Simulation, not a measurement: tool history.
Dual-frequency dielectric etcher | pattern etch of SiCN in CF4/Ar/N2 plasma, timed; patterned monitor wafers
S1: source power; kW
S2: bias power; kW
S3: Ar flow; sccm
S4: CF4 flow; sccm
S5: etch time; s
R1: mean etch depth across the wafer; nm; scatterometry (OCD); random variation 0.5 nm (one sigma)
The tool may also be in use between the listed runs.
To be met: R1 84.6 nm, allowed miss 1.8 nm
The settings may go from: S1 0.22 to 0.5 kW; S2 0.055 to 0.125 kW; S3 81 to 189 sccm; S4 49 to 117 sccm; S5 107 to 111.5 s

run  hour    S1     S2   S3  S4     S5      R1
  1     0  0.36   0.09  135  83    107  73.376
  2   6.5  0.36   0.09  135  83  111.5  76.675
  3   8.7  0.38  0.091  135  83  111.5  80.609
  4  12.3  0.38  0.091  135  73  111.5  79.757
  5  19.6  0.38  0.091  116  73  111.5  82.236
  6  24.6  0.33  0.091  116  73  111.5  73.555
  7    26  0.34  0.091  116  73  111.5  73.874
     30.5  -- bias power generator calibrated
  8  30.5  0.41  0.093  115  73  111.5   87.83
  9  34.7   0.4  0.093  115  73  111.5  86.641

Which of these 5 next moves meets every target?
  A  38.9  0.44   0.09  130  81    109   ?
  B  38.9  0.37  0.099   99  73  110.5   ?
  C  38.9  0.48  0.088  144  70    109   ?
  D  38.9  0.43  0.095  117  67  110.5   ?
  E  38.9  0.41    0.1   85  67    107   ?

move      R1
   A  89.446
   B  85.517
   C  91.986
   D  91.331
   E  90.895
A: further off than the last run
B: meets every target
C: further off than the last run
D: further off than the last run
E: further off than the last run
Answer: B

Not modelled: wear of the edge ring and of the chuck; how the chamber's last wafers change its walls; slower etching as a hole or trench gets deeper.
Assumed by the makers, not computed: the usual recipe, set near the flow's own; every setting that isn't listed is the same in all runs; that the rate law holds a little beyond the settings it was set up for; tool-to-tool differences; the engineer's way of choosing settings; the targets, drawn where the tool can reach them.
